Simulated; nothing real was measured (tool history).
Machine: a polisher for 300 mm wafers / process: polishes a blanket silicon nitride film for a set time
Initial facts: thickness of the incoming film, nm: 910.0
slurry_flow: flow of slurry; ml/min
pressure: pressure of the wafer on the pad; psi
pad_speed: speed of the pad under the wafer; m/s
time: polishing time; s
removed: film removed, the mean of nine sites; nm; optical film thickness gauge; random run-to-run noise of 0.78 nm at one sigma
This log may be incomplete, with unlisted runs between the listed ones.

run 1 hour=0.0 | slurry_flow=200 pressure=4.0 pad_speed=1.26 time=42 | removed=123.06
run 2 hour=6.6 | slurry_flow=195 pressure=3.8 pad_speed=1.26 time=42 | removed=120.32
run 3 hour=15.4 | slurry_flow=195 pressure=3.6 pad_speed=1.26 time=42 | removed=111.34
run 4 hour=18.8 | slurry_flow=225 pressure=3.6 pad_speed=1.26 time=42 | removed=114.23
run 5 hour=25.0 | slurry_flow=225 pressure=3.6 pad_speed=1.52 time=42 | removed=132.55
-- hour=32.4 head pressure recalibrated
run 6 hour=32.4 | slurry_flow=225 pressure=3.6 pad_speed=1.52 time=37 | removed=111.26
run 7 hour=38.3 | slurry_flow=225 pressure=3.5 pad_speed=1.52 time=37 | removed=108.69

Expected results for the next run?
run 8 hour=44.2 | slurry_flow=225 pressure=3.4 pad_speed=1.52 time=37 | removed=?

Run 8 came out at removed 105.56 nm.
